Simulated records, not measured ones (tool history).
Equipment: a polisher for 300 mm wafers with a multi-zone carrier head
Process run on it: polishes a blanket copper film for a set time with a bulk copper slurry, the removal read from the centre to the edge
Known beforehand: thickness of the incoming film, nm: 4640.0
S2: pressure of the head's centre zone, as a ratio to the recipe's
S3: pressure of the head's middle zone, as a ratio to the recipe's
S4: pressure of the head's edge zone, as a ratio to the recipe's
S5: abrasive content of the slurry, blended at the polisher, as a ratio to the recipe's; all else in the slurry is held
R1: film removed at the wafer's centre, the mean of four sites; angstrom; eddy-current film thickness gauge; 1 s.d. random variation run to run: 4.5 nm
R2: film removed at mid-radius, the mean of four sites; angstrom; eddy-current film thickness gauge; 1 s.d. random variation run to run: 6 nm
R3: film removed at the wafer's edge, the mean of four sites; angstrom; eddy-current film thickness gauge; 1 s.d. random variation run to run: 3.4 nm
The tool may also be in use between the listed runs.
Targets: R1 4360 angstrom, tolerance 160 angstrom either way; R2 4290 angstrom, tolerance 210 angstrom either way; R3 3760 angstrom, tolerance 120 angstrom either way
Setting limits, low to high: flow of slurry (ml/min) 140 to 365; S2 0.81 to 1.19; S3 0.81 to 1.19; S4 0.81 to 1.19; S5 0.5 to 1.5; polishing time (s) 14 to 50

{"run": 1, "hour": 0.0, "flow of slurry (ml/min)": 235, "S2": 1, "S3": 1, "S4": 1, "S5": 1, "polishing time (s)": 32, "R1": 3556.4, "R2": 3601.8, "R3": 3543.6}
{"run": 2, "hour": 7.5, "flow of slurry (ml/min)": 235, "S2": 1, "S3": 1, "S4": 1.07, "S5": 1, "polishing time (s)": 32, "R1": 3647.3, "R2": 3597.8, "R3": 3586}
{"run": 3, "hour": 16.2, "flow of slurry (ml/min)": 235, "S2": 1, "S3": 1.08, "S4": 1.07, "S5": 1, "polishing time (s)": 32, "R1": 3562, "R2": 3674.7, "R3": 3582}
{"run": 4, "hour": 17.8, "flow of slurry (ml/min)": 235, "S2": 1, "S3": 1.13, "S4": 1.07, "S5": 1, "polishing time (s)": 32, "R1": 3601.3, "R2": 3862, "R3": 3629.8}
{"run": 5, "hour": 24.5, "flow of slurry (ml/min)": 240, "S2": 1.02, "S3": 1.14, "S4": 1.06, "S5": 1, "polishing time (s)": 32, "R1": 3695.5, "R2": 3970.5, "R3": 3588.6}
{"run": 6, "hour": 29.1, "flow of slurry (ml/min)": 245, "S2": 1.03, "S3": 1.14, "S4": 1.07, "S5": 1, "polishing time (s)": 32, "R1": 3775.6, "R2": 3961.1, "R3": 3550.7}
{"run": 7, "hour": 33.5, "flow of slurry (ml/min)": 250, "S2": 1.04, "S3": 1.14, "S4": 1.08, "S5": 1.05, "polishing time (s)": 32, "R1": 3813, "R2": 3886.5, "R3": 3680.4}
{"run": 8, "hour": 36.0, "flow of slurry (ml/min)": 250, "S2": 1.05, "S3": 1.15, "S4": 1.07, "S5": 1.05, "polishing time (s)": 32, "R1": 3937.9, "R2": 4014.8, "R3": 3591.8}
{"run": 9, "hour": 44.9, "flow of slurry (ml/min)": 255, "S2": 1.05, "S3": 1.16, "S4": 1.07, "S5": 1.05, "polishing time (s)": 32, "R1": 3908.4, "R2": 4111.5, "R3": 3688.5}
{"run": 10, "hour": 51.8, "flow of slurry (ml/min)": 260, "S2": 1.06, "S3": 1.16, "S4": 1.07, "S5": 1.05, "polishing time (s)": 32, "R1": 3981.5, "R2": 4069.1, "R3": 3672.2}
{"run": 11, "hour": 57.9, "flow of slurry (ml/min)": 265, "S2": 1.07, "S3": 1.16, "S4": 1.07, "S5": 1.05, "polishing time (s)": 32, "R1": 3967, "R2": 3952.6, "R3": 3667.7}

5 candidate next runs follow, results not yet known. Just one meets every target within its allowed miss. Identify it.
{"run": "A", "hour": 64.0, "flow of slurry (ml/min)": 265, "S2": 0.99, "S3": 1.01, "S4": 1.11, "S5": 0.9, "polishing time (s)": 35, "R1": "?", "R2": "?", "R3": "?"}
{"run": "B", "hour": 64.0, "flow of slurry (ml/min)": 335, "S2": 1.08, "S3": 1.13, "S4": 1.09, "S5": 1.3, "polishing time (s)": 32, "R1": "?", "R2": "?", "R3": "?"}
{"run": "C", "hour": 64.0, "flow of slurry (ml/min)": 240, "S2": 1.11, "S3": 1.16, "S4": 0.95, "S5": 1.15, "polishing time (s)": 34, "R1": "?", "R2": "?", "R3": "?"}
{"run": "D", "hour": 64.0, "flow of slurry (ml/min)": 250, "S2": 1.11, "S3": 1.04, "S4": 1.1, "S5": 0.8, "polishing time (s)": 36, "R1": "?", "R2": "?", "R3": "?"}
{"run": "E", "hour": 64.0, "flow of slurry (ml/min)": 335, "S2": 1.09, "S3": 0.98, "S4": 1.19, "S5": 0.9, "polishing time (s)": 35, "R1": "?", "R2": "?", "R3": "?"}

move=A R1=3915.7 R2=3957.5 R3=3921.3
move=B R1=4321.4 R2=4281.4 R3=3902.9
move=C R1=4420.7 R2=4349.5 R3=3775.1
move=D R1=4385.9 R2=4023 R3=3910.9
move=E R1=4431.5 R2=3978.3 R3=4086.8
A: the biggest miss grows against the last run
B: the furthest-off result lands on target, but another misses its tolerance
C: meets every target
D: the furthest-off result lands on target, but another misses its tolerance
E: the furthest-off result lands on target, but another misses its tolerance
Go with C: it meets all targets.

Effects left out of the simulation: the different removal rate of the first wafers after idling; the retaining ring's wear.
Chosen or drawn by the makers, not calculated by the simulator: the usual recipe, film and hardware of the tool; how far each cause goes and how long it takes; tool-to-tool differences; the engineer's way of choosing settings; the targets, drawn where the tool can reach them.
